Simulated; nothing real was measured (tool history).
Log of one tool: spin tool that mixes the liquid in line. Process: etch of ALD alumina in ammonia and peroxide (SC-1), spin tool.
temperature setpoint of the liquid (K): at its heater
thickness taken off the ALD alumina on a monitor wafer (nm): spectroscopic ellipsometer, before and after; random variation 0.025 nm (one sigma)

run	day	temperature setpoint of the liquid (K)	parts of 29 % ammonia solution to one part of 30 % peroxide (parts by volume)	time under the liquid (s)	thickness taken off the ALD alumina on a monitor wafer (nm)
1	0	321.15	0.45	55	4.5161
2	0.083	321.15	0.6	55	4.6272
3	0.333	319.65	0.6	55	4.2598
4	0.433	319.65	0.55	55	4.1049
5	0.604	318.65	0.55	55	3.9665
6	0.683	318.65	0.45	55	3.8796
7	0.708	318.15	0.45	55	3.8263
8	0.954	317.65	0.45	55	3.6614
9	1.05	317.15	0.45	55	3.5622

The next listed run, before its measurement:
10	1.3	316.65	0.45	55	?

Run 10 gave thickness taken off the ALD alumina on a monitor wafer (nm) 3.4109.
